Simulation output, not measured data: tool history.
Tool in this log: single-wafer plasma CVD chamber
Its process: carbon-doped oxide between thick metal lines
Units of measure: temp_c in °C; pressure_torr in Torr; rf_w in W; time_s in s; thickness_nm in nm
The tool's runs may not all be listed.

run 1 hour=0 | temp_c=360 pressure_torr=3.81 rf_w=525 time_s=157 | thickness_nm=660.58
run 2 hour=6.2 | temp_c=360 pressure_torr=3.81 rf_w=525 time_s=162 | thickness_nm=683.47
run 3 hour=14.4 | temp_c=360 pressure_torr=3.81 rf_w=525 time_s=162 | thickness_nm=681.65
run 4 hour=15.7 | temp_c=361 pressure_torr=3.75 rf_w=505 time_s=161 | thickness_nm=645.1
run 5 hour=23.5 | temp_c=361 pressure_torr=3.19 rf_w=505 time_s=161 | thickness_nm=636.21
-- hour=31.5 RF generator calibrated
run 6 hour=31.5 | temp_c=362 pressure_torr=3.13 rf_w=495 time_s=161 | thickness_nm=650.63

Predict the results of run 7:
run 7 hour=33.7 | temp_c=365 pressure_torr=3.08 rf_w=480 time_s=161 | thickness_nm=?

thickness_nm: 628.3 nm
